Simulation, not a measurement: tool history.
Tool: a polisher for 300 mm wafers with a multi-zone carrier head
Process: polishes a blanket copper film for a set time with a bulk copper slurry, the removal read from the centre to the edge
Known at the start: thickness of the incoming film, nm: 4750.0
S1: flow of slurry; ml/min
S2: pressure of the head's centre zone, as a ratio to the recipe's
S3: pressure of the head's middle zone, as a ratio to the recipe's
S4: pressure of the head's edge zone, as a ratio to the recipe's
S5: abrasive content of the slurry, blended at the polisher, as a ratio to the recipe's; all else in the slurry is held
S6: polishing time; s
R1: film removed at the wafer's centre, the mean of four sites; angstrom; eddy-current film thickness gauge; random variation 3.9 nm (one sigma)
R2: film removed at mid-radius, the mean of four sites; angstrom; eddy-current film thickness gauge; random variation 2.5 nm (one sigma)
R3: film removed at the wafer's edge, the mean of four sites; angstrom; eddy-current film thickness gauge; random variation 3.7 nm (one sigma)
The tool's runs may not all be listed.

run 1 hour=0.0 | S1=280 S2=1.00 S3=1.00 S4=1.00 S5=1.00 S6=59 | R1=5557.5 R2=5517.7 R3=5593.1
run 2 hour=1.3 | S1=275 S2=1.00 S3=1.01 S4=0.98 S5=0.95 S6=55 | R1=5173.7 R2=4997.6 R3=5201.9
run 3 hour=4.8 | S1=275 S2=0.99 S3=1.03 S4=0.96 S5=0.90 S6=52 | R1=4729.1 R2=4823.2 R3=4568.2
run 4 hour=10.5 | S1=275 S2=0.99 S3=1.03 S4=0.96 S5=0.90 S6=66 | R1=5849.5 R2=6106.9 R3=5839.2
run 5 hour=13.1 | S1=250 S2=0.99 S3=1.03 S4=0.96 S5=0.90 S6=66 | R1=5958.9 R2=6029.6 R3=5839.7
run 6 hour=17.0 | S1=255 S2=0.98 S3=1.03 S4=0.95 S5=0.85 S6=62 | R1=5332.9 R2=5620.8 R3=5410.0

Forecast run 7:
run 7 hour=19.0 | S1=260 S2=0.98 S3=1.04 S4=0.94 S5=0.80 S6=58 | R1=? R2=? R3=?

R1: 5027.1 angstrom
R2: 5144.9 angstrom
R3: 5061.6 angstrom
